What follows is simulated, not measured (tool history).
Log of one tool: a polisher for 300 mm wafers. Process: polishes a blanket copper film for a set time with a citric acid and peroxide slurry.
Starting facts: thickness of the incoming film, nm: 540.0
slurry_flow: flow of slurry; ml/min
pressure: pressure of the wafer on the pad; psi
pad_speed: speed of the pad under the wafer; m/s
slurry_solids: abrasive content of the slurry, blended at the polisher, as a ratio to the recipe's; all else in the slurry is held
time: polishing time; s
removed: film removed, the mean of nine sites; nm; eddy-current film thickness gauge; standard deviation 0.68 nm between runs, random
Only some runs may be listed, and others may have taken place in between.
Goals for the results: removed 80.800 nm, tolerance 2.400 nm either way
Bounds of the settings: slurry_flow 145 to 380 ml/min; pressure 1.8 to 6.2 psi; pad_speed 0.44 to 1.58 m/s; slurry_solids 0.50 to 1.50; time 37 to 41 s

Run 1, hour 0.0: slurry_flow 245 ml/min, pressure 4.0 psi, pad_speed 1.00 m/s, slurry_solids 1.00, time 41 s. Result: removed 117.640 nm.
Run 2, hour 4.5: slurry_flow 215 ml/min, pressure 4.0 psi, pad_speed 1.00 m/s, slurry_solids 1.00, time 41 s. Result: removed 117.360 nm.
Run 3, hour 9.0: slurry_flow 215 ml/min, pressure 3.6 psi, pad_speed 1.00 m/s, slurry_solids 1.00, time 41 s. Result: removed 109.490 nm.
Run 4, hour 14.9: slurry_flow 215 ml/min, pressure 3.2 psi, pad_speed 1.00 m/s, slurry_solids 1.00, time 41 s. Result: removed 100.910 nm.
At hour 15.5: head pressure recalibrated.
Run 5, hour 15.5: slurry_flow 215 ml/min, pressure 2.9 psi, pad_speed 1.00 m/s, slurry_solids 1.00, time 41 s. Result: removed 88.748 nm.
Run 6, hour 18.5: slurry_flow 215 ml/min, pressure 2.8 psi, pad_speed 1.00 m/s, slurry_solids 1.00, time 41 s. Result: removed 86.880 nm.
Run 7, hour 19.0: slurry_flow 215 ml/min, pressure 2.7 psi, pad_speed 1.00 m/s, slurry_solids 1.00, time 41 s. Result: removed 85.376 nm.
Run 8, hour 23.7: slurry_flow 215 ml/min, pressure 2.7 psi, pad_speed 1.00 m/s, slurry_solids 1.00, time 41 s. Result: removed 85.834 nm.

Pick the move, out of 5, that brings all results within their allowed miss; only one does.
Run A, hour 28.4: slurry_flow 250 ml/min, pressure 2.8 psi, pad_speed 1.06 m/s, slurry_solids 0.90, time 41 s. Result: removed ?.
Run B, hour 28.4: slurry_flow 210 ml/min, pressure 2.3 psi, pad_speed 1.08 m/s, slurry_solids 1.00, time 40 s. Result: removed ?.
Run C, hour 28.4: slurry_flow 235 ml/min, pressure 2.7 psi, pad_speed 1.08 m/s, slurry_solids 0.80, time 40 s. Result: removed ?.
Run D, hour 28.4: slurry_flow 210 ml/min, pressure 3.4 psi, pad_speed 1.02 m/s, slurry_solids 1.05, time 37 s. Result: removed ?.
Run E, hour 28.4: slurry_flow 215 ml/min, pressure 2.7 psi, pad_speed 1.00 m/s, slurry_solids 1.05, time 41 s. Result: removed ?.

move  removed
   A   91.115
   B   80.599
   C   85.729
   D   90.537
   E   85.400
A: its largest miss is bigger than the last run's
B: every result within its allowed miss
C: neither nearer nor further off than the last run
D: its largest miss is bigger than the last run's
E: an improvement on the last run, though not all results are within tolerance
Go with B: it meets all targets.
